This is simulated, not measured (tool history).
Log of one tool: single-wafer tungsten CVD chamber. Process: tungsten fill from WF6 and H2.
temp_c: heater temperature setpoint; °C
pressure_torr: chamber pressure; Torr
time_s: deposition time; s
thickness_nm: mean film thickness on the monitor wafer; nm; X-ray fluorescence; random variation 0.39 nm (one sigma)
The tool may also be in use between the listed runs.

run  hour  temp_c  pressure_torr  time_s  thickness_nm
  1   0.0     400           29.7    39.7        118.32
  2   5.9     400           29.7    39.7        118.86
  3   8.8     404           29.7    39.7        128.63
  4  16.6     405           29.7    39.7        131.31
  5  23.6     406           29.7    39.7        133.80
  6  27.4     407           29.7    39.7        136.28

The next listed run, before its measurement:
  7  28.7     408           29.7    39.7             ?

Run 7 gave thickness_nm 139.13 nm.
